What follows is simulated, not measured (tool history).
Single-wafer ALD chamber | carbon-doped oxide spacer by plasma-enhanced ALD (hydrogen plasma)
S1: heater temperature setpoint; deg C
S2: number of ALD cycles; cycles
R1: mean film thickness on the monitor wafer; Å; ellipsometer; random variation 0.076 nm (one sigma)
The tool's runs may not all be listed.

run    day   S1   S2      R1
  1      0  420  279  139.16
  2  0.292  420  259  130.44
  3  0.588  416  277  139.92
  4  0.962  411  277  142.09
  5  1.242  409  290  148.52
  6  1.329  409  253  131.07
  7  1.371  407  273  141.57

The next listed run, before its measurement:
  8  1.746  405  286   ?

{"run 8": {"R1": 149.17}}
